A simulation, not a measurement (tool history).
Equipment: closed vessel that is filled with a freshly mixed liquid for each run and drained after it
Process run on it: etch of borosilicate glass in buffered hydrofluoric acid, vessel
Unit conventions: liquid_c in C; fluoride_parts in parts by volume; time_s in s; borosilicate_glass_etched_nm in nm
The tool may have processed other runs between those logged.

{"run": 1, "day": 0.0, "liquid_c": 25, "fluoride_parts": 12, "time_s": 30, "borosilicate_glass_etched_nm": 37.927}
{"run": 2, "day": 0.262, "liquid_c": 28.5, "fluoride_parts": 12, "time_s": 30, "borosilicate_glass_etched_nm": 45.741}
{"run": 3, "day": 0.642, "liquid_c": 27.5, "fluoride_parts": 12, "time_s": 30, "borosilicate_glass_etched_nm": 44.143}
{"run": 4, "day": 0.712, "liquid_c": 29.5, "fluoride_parts": 12, "time_s": 30, "borosilicate_glass_etched_nm": 48.079}
{"run": 5, "day": 1.033, "liquid_c": 31.5, "fluoride_parts": 12, "time_s": 30, "borosilicate_glass_etched_nm": 53.583}
{"run": 6, "day": 1.208, "liquid_c": 29.5, "fluoride_parts": 12, "time_s": 30, "borosilicate_glass_etched_nm": 47.481}
{"run": 7, "day": 1.371, "liquid_c": 30.5, "fluoride_parts": 11.5, "time_s": 30, "borosilicate_glass_etched_nm": 52.848}
{"run": 8, "day": 1.412, "liquid_c": 31, "fluoride_parts": 11, "time_s": 30, "borosilicate_glass_etched_nm": 56.353}

The next listed run, before its measurement:
{"run": 9, "day": 1.746, "liquid_c": 31.5, "fluoride_parts": 11, "time_s": 30, "borosilicate_glass_etched_nm": "?"}

{"run 9": {"borosilicate_glass_etched_nm": 58.199}}
